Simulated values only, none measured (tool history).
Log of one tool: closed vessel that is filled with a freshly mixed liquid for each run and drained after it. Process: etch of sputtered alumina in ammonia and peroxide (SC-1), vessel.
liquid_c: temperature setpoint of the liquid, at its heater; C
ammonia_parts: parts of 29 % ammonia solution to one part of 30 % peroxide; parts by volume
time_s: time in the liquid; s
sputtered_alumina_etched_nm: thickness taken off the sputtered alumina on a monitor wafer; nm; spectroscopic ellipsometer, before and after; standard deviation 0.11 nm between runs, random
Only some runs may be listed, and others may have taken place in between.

run	hour	liquid_c	ammonia_parts	time_s	sputtered_alumina_etched_nm
1	0.0	47.0	0.40	495	16.402
2	8.9	47.0	0.45	495	16.553
3	15.5	47.0	0.55	495	16.877
4	17.8	47.0	0.45	495	16.589
5	24.3	47.0	0.60	495	17.127
6	29.4	48.5	0.60	495	18.554
7	38.2	49.5	0.60	495	19.475

What does the tool deliver on the next run?
8	42.6	50.5	0.60	495	?

sputtered_alumina_etched_nm: 20.637 nm
